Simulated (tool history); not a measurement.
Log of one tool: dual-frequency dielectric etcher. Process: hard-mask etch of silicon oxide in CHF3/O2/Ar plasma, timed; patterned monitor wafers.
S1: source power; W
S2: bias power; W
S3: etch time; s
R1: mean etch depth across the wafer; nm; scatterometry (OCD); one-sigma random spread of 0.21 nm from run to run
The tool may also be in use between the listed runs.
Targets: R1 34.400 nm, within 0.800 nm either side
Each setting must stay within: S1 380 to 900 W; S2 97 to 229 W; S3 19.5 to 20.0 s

{"run": 1, "day": 0.0, "S1": 640, "S2": 163, "S3": 19.5, "R1": 38.218}
{"run": 2, "day": 0.35, "S1": 610, "S2": 160, "S3": 19.5, "R1": 37.347}
{"run": 3, "day": 0.621, "S1": 610, "S2": 160, "S3": 19.5, "R1": 37.074}
{"run": 4, "day": 0.896, "S1": 720, "S2": 160, "S3": 19.5, "R1": 38.825}
{"run": 5, "day": 1.133, "S1": 680, "S2": 154, "S3": 19.5, "R1": 37.963}
{"run": 6, "day": 1.225, "S1": 680, "S2": 154, "S3": 20.0, "R1": 38.679}
{"run": 7, "day": 1.367, "S1": 640, "S2": 150, "S3": 20.0, "R1": 37.771}
{"run": 8, "day": 1.65, "S1": 610, "S2": 147, "S3": 20.0, "R1": 37.197}

Of the 5 settings listed for the next run, only one would bring every result within its allowed miss of target. Which one?
{"run": "A", "day": 1.933, "S1": 560, "S2": 154, "S3": 19.5, "R1": "?"}
{"run": "B", "day": 1.933, "S1": 620, "S2": 133, "S3": 20.0, "R1": "?"}
{"run": "C", "day": 1.933, "S1": 510, "S2": 177, "S3": 19.5, "R1": "?"}
{"run": "D", "day": 1.933, "S1": 380, "S2": 179, "S3": 19.5, "R1": "?"}
{"run": "E", "day": 1.933, "S1": 560, "S2": 145, "S3": 20.0, "R1": "?"}

move=A R1=36.252
move=B R1=36.139
move=C R1=37.349
move=D R1=35.088
move=E R1=36.350
A: gains on the last run, yet a result remains outside its allowed miss
B: gains on the last run, yet a result remains outside its allowed miss
C: moves away from the targets compared with the last run
D: meets every target
E: gains on the last run, yet a result remains outside its allowed miss
D meets every target.

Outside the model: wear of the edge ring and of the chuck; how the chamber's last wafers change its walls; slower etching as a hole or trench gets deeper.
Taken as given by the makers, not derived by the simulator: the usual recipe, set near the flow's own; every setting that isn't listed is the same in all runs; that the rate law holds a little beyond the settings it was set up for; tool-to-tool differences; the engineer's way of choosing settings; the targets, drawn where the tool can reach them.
